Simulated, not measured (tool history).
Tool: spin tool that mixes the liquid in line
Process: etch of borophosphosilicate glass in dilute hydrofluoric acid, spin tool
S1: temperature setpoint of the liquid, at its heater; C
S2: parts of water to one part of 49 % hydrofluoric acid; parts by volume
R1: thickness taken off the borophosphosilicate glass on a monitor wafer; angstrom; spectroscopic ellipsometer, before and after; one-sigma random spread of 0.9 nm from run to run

run 1 day=0.000 | S1=25.0 S2=70 time_under_the_liquid_(s)=110 | R1=1079.5
run 2 day=0.229 | S1=25.0 S2=70 time_under_the_liquid_(s)=120 | R1=1171.5
run 3 day=0.575 | S1=23.5 S2=70 time_under_the_liquid_(s)=120 | R1=1083.2
run 4 day=0.929 | S1=23.5 S2=70 time_under_the_liquid_(s)=120 | R1=1103.6
run 5 day=1.275 | S1=23.0 S2=70 time_under_the_liquid_(s)=120 | R1=1074.8
run 6 day=1.588 | S1=26.0 S2=70 time_under_the_liquid_(s)=120 | R1=1229.1
run 7 day=1.783 | S1=25.5 S2=70 time_under_the_liquid_(s)=120 | R1=1181.0

What will run 8 give?
run 8 day=1.854 | S1=25.0 S2=70 time_under_the_liquid_(s)=120 | R1=?

{"run 8": {"R1": 1161.8}}

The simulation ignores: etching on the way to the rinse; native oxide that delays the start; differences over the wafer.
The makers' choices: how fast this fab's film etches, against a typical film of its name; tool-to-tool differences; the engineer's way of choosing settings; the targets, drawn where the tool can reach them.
